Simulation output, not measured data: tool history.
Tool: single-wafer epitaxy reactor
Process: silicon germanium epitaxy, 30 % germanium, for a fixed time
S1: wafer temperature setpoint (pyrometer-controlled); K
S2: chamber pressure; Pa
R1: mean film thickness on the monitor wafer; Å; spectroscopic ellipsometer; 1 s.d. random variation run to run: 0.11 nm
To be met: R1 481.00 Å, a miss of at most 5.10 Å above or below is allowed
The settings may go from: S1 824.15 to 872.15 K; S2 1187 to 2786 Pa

run	hour	S1	S2	R1
1	0.0	848.15	1986	319.17
2	8.5	851.15	1986	336.60
3	17.1	851.15	1640	315.56
4	25.5	851.15	1347	295.74
5	32.0	854.15	1400	315.77
6	38.3	857.15	1453	336.39
7	38.9	859.15	1520	354.49
8	41.9	861.15	1573	371.89
9	46.5	872.15	1853	473.49
10	50.5	872.15	1867	475.22

Exactly one of the 5 candidate moves below puts every result within its allowed miss. Which one?
A	54.5	871.15	2026	?
B	54.5	872.15	1760	?
C	54.5	871.15	1907	?
D	54.5	871.15	1933	?
E	54.5	869.15	2080	?

move	R1
A	480.69
B	466.61
C	470.97
D	473.16
E	468.51
A: every result within its allowed miss
B: its largest miss is bigger than the last run's
C: its largest miss is bigger than the last run's
D: its largest miss is bigger than the last run's
E: its largest miss is bigger than the last run's
The move that meets every target is A.

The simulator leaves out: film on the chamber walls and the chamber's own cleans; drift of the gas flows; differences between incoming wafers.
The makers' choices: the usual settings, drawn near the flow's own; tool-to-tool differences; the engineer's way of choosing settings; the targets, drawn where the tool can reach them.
